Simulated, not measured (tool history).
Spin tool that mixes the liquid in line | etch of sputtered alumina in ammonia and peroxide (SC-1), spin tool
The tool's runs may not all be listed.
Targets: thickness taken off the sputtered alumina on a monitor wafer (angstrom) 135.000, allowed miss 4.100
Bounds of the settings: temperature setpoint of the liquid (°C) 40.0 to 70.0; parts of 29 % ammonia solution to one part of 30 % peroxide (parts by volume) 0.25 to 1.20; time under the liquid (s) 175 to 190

| run | hour | temperature setpoint of the liquid (°C) | parts of 29 % ammonia solution to one part of 30 % peroxide (parts by volume) | time under the liquid (s) | thickness taken off the sputtered alumina on a monitor wafer (angstrom) |
|---|---|---|---|---|---|
| 1 | 0.0 | 56.0 | 0.95 | 175 | 101.710 |
| 2 | 7.3 | 58.5 | 0.95 | 175 | 115.070 |
| 3 | 13.4 | 52.5 | 0.95 | 175 | 83.587 |
| 4 | 17.0 | 52.5 | 0.95 | 175 | 82.810 |
| 5 | 19.5 | 52.5 | 0.95 | 175 | 83.494 |
| 6 | 28.2 | 52.5 | 0.95 | 190 | 89.460 |
| 7 | 33.8 | 54.5 | 0.95 | 190 | 99.610 |
| 8 | 40.1 | 61.5 | 0.95 | 190 | 145.420 |
|  | 43.6 | ammonia flow meter replaced |
| 9 | 43.6 | 61.0 | 0.95 | 190 | 140.310 |

4 next moves are on the table. One of them brings every result within its allowed miss. Which?
| A | 47.1 | 62.0 | 0.65 | 190 | ? |
| B | 47.1 | 62.0 | 0.85 | 175 | ? |
| C | 47.1 | 62.5 | 0.75 | 190 | ? |
| D | 47.1 | 63.5 | 1.00 | 185 | ? |

| move | thickness taken off the sputtered alumina on a monitor wafer (angstrom) |
|---|---|
| A | 141.250 |
| B | 133.440 |
| C | 146.840 |
| D | 154.500 |
A: further off than the last run
B: meets every target
C: further off than the last run
D: further off than the last run
Move B is the one to make.
